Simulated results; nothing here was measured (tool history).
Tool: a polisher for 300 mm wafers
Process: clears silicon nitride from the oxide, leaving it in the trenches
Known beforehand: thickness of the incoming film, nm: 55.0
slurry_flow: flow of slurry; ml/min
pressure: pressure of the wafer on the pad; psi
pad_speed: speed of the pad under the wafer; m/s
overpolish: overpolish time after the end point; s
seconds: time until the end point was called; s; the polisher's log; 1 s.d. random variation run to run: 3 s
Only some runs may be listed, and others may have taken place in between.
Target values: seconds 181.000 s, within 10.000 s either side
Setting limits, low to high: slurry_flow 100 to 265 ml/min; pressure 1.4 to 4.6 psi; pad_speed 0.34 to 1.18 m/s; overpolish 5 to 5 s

run	day	slurry_flow	pressure	pad_speed	overpolish	seconds
1	0.000	170	3.0	0.76	5	65.816
2	0.096	165	2.6	0.66	5	88.905
3	0.325	165	2.6	0.50	5	115.900
4	0.667	165	2.3	0.50	5	128.620
5	0.725	165	2.3	0.50	5	134.610
6	0.796	165	2.1	0.50	5	141.060
7	1.038	160	1.4	0.46	5	223.330
8	1.271	165	1.5	0.46	5	208.980
9	1.375	165	1.6	0.46	5	200.380

Exactly one of the 4 candidate moves below puts every result within its allowed miss. Which one?
A	1.479	180	1.4	0.50	5	?
B	1.479	160	1.8	0.38	5	?
C	1.479	165	1.8	0.36	5	?
D	1.479	160	1.6	0.50	5	?

move	seconds
A	201.660
B	210.530
C	220.330
D	181.450
A: lands further from the targets than the last run did
B: lands further from the targets than the last run did
C: lands further from the targets than the last run did
D: hits every target within its allowed miss
Correct choice: D, which meets every target

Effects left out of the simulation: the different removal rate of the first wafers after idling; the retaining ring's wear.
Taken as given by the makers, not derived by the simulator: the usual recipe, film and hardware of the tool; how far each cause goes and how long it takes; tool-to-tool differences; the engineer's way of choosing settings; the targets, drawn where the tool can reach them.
